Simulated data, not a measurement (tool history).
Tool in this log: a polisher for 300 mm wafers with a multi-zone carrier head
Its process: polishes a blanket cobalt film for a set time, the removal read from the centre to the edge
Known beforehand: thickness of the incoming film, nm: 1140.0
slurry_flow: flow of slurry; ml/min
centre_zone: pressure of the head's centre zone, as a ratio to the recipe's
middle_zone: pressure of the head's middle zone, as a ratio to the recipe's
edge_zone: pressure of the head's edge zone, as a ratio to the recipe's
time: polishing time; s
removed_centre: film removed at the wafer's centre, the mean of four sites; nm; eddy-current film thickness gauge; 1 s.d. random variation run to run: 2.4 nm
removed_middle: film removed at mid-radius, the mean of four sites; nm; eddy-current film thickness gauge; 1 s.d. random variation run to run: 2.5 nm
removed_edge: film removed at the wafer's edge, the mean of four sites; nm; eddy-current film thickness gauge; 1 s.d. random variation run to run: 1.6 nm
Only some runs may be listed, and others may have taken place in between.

{"run": 1, "day": 0.0, "slurry_flow": 300, "centre_zone": 1, "middle_zone": 1, "edge_zone": 1, "time": 88, "removed_centre": 319.61, "removed_middle": 323.5, "removed_edge": 309.39}
{"run": 2, "day": 0.154, "slurry_flow": 295, "centre_zone": 0.98, "middle_zone": 0.98, "edge_zone": 0.97, "time": 81, "removed_centre": 291.6, "removed_middle": 285.2, "removed_edge": 280.11}
{"run": 3, "day": 0.475, "slurry_flow": 290, "centre_zone": 0.96, "middle_zone": 0.98, "edge_zone": 0.95, "time": 76, "removed_centre": 269.83, "removed_middle": 269.47, "removed_edge": 265.52}
{"run": 4, "day": 0.692, "slurry_flow": 235, "centre_zone": 0.96, "middle_zone": 0.98, "edge_zone": 0.95, "time": 76, "removed_centre": 259.37, "removed_middle": 273.01, "removed_edge": 261.87}
{"run": 5, "day": 0.883, "slurry_flow": 235, "centre_zone": 0.96, "middle_zone": 0.97, "edge_zone": 0.93, "time": 72, "removed_centre": 252.27, "removed_middle": 257.25, "removed_edge": 247.26}
{"run": 6, "day": 1.062, "slurry_flow": 235, "centre_zone": 0.95, "middle_zone": 0.96, "edge_zone": 0.91, "time": 69, "removed_centre": 233.7, "removed_middle": 242.43, "removed_edge": 233.31}

Expected results for the next run?
{"run": 7, "day": 1.317, "slurry_flow": 235, "centre_zone": 0.95, "middle_zone": 0.9, "edge_zone": 0.82, "time": 61, "removed_centre": "?", "removed_middle": "?", "removed_edge": "?"}

removed_centre: 210.74 nm
removed_middle: 202.17 nm
removed_edge: 196.41 nm
